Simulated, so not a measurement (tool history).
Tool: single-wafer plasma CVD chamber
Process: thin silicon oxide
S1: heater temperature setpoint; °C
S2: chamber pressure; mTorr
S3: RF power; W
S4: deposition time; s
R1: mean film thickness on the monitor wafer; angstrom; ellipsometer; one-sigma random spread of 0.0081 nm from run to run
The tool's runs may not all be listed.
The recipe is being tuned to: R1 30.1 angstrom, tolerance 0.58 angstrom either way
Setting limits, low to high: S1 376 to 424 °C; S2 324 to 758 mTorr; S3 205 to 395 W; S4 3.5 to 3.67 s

run 1 hour=0 | S1=400 S2=541 S3=300 S4=3.67 | R1=40.917
run 2 hour=2.5 | S1=407 S2=541 S3=300 S4=3.67 | R1=40.708
run 3 hour=3.8 | S1=407 S2=541 S3=300 S4=3.67 | R1=40.686
run 4 hour=10.3 | S1=407 S2=493 S3=300 S4=3.67 | R1=37.426
run 5 hour=12.4 | S1=407 S2=493 S3=300 S4=3.67 | R1=37.309
run 6 hour=16.6 | S1=407 S2=527 S3=300 S4=3.67 | R1=39.497
run 7 hour=23.9 | S1=407 S2=478 S3=300 S4=3.67 | R1=36.236
run 8 hour=32.9 | S1=407 S2=445 S3=300 S4=3.67 | R1=33.751
run 9 hour=35.5 | S1=407 S2=426 S3=300 S4=3.67 | R1=32.236
run 10 hour=43.7 | S1=407 S2=389 S3=300 S4=3.67 | R1=29.503

Which single option among these 4 for the next run brings every result within its allowed miss of target? Just one does.
run A hour=51.9 | S1=406 S2=389 S3=315 S4=3.62 | R1=?
run B hour=51.9 | S1=403 S2=388 S3=300 S4=3.57 | R1=?
run C hour=51.9 | S1=409 S2=351 S3=335 S4=3.67 | R1=?
run D hour=51.9 | S1=401 S2=396 S3=295 S4=3.52 | R1=?

move=A R1=29.97
move=B R1=28.726
move=C R1=28.354
move=D R1=28.645
A: all results in spec
B: the biggest miss grows against the last run
C: the biggest miss grows against the last run
D: the biggest miss grows against the last run
Move A is the one to make.

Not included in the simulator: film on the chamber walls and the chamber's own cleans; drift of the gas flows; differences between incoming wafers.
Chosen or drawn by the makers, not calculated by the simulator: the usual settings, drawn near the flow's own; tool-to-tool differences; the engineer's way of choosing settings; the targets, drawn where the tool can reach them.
